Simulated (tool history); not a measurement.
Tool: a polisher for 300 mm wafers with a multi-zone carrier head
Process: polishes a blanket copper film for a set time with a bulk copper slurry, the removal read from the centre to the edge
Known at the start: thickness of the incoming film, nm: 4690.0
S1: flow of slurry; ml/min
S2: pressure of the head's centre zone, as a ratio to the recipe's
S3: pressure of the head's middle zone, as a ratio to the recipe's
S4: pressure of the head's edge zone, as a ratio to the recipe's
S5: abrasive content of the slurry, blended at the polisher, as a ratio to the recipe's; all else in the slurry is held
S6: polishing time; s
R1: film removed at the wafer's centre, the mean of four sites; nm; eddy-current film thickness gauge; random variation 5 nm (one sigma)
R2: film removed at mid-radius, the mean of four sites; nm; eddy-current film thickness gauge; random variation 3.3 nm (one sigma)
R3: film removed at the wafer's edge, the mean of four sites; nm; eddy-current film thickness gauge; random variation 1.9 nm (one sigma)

run 1 day=0 | S1=280 S2=1 S3=1 S4=1 S5=1 S6=53 | R1=464.02 R2=446.07 R3=450.48
run 2 day=0.05 | S1=250 S2=1 S3=1 S4=1 S5=1 S6=53 | R1=461.64 R2=443.08 R3=441.29
run 3 day=0.275 | S1=245 S2=0.99 S3=1 S4=0.98 S5=0.95 S6=52 | R1=432.47 R2=434.88 R3=423.78
run 4 day=0.521 | S1=240 S2=1 S3=0.99 S4=0.96 S5=0.9 S6=51 | R1=426.59 R2=406.5 R3=409.49
run 5 day=0.842 | S1=235 S2=1 S3=1 S4=0.94 S5=0.85 S6=50 | R1=416.99 R2=400.57 R3=392.94
run 6 day=0.9 | S1=235 S2=1 S3=1 S4=0.94 S5=1 S6=50 | R1=410.49 R2=412.64 R3=407.85
-- day=1.05 worn pad replaced by a new one
run 7 day=1.05 | S1=230 S2=1 S3=1.01 S4=0.93 S5=0.95 S6=49 | R1=449 R2=426.66 R3=414.82

The next listed run, before its measurement:
run 8 day=1.404 | S1=250 S2=1.01 S3=1.05 S4=0.83 S5=1.2 S6=34 | R1=? R2=? R3=?

{"run 8": {"R1": 328.32, "R2": 326.16, "R3": 298.59}}

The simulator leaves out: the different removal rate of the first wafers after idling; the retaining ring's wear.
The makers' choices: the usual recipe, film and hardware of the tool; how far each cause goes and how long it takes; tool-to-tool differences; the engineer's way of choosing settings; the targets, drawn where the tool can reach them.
